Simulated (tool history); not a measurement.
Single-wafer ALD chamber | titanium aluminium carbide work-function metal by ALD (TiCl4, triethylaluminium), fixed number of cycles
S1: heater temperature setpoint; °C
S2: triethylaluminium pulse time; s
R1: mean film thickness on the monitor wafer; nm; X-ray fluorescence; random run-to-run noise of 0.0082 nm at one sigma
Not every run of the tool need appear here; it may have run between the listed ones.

run	hour	S1	S2	R1
1	0	305	12.61	2.0826
2	5.6	298	10.12	1.9507
3	7.8	298	7.91	1.8095
4	10.4	294	7.91	1.7785
5	15.4	291	7.24	1.6748
6	21.5	289	7.19	1.6514

Expected results for the next run?
7	26.3	288	7.15	?

Run 7 produced R1 1.6309 nm.

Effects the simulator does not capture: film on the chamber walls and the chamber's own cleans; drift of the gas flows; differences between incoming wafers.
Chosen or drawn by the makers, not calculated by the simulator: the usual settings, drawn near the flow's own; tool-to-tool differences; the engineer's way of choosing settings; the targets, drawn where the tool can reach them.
